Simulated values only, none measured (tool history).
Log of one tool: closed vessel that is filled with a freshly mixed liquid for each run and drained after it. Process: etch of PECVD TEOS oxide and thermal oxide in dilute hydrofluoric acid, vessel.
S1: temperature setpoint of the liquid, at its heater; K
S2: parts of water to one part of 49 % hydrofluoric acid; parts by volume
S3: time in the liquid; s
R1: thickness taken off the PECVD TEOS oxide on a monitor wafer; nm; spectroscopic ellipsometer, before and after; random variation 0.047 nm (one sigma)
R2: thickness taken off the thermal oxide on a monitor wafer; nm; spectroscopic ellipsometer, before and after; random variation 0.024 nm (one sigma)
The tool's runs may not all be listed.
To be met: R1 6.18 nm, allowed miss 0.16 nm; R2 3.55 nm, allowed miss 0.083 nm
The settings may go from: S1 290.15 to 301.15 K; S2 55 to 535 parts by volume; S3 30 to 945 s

Run 1, hour 0: S1 293.15 K, S2 295 parts by volume, S3 480 s. Result: R1 9.8808 nm, R2 5.5937 nm.
Run 2, hour 8.3: S1 292.65 K, S2 310 parts by volume, S3 480 s. Result: R1 9.0842 nm, R2 5.2404 nm.
Run 3, hour 16.2: S1 292.65 K, S2 325 parts by volume, S3 480 s. Result: R1 8.3969 nm, R2 4.886 nm.
Run 4, hour 23.4: S1 292.65 K, S2 335 parts by volume, S3 475 s. Result: R1 8.174 nm, R2 4.642 nm.
Run 5, hour 31.5: S1 292.15 K, S2 345 parts by volume, S3 475 s. Result: R1 7.7387 nm, R2 4.4146 nm.
Run 6, hour 38.4: S1 295.65 K, S2 345 parts by volume, S3 475 s. Result: R1 8.7228 nm, R2 5.0024 nm.
Run 7, hour 43: S1 294.65 K, S2 350 parts by volume, S3 475 s. Result: R1 8.2705 nm, R2 4.7715 nm.
Run 8, hour 51.8: S1 293.65 K, S2 355 parts by volume, S3 475 s. Result: R1 7.7828 nm, R2 4.4958 nm.

Which of these 4 next moves meets every target?
Run A, hour 60.6: S1 293.15 K, S2 370 parts by volume, S3 430 s. Result: R1 ?, R2 ?.
Run B, hour 60.6: S1 291.65 K, S2 350 parts by volume, S3 370 s. Result: R1 ?, R2 ?.
Run C, hour 60.6: S1 291.15 K, S2 325 parts by volume, S3 365 s. Result: R1 ?, R2 ?.
Run D, hour 60.6: S1 296.15 K, S2 525 parts by volume, S3 560 s. Result: R1 ?, R2 ?.

move      R1      R2
   A  6.6024  3.8404
   B  5.7885   3.367
   C  6.1652  3.5861
   D  5.8928  3.4277
A: nearer than the last run, and not there yet
B: takes the result that was furthest off past its target
C: meets every target
D: takes the result that was furthest off past its target
Move C is the one to make.
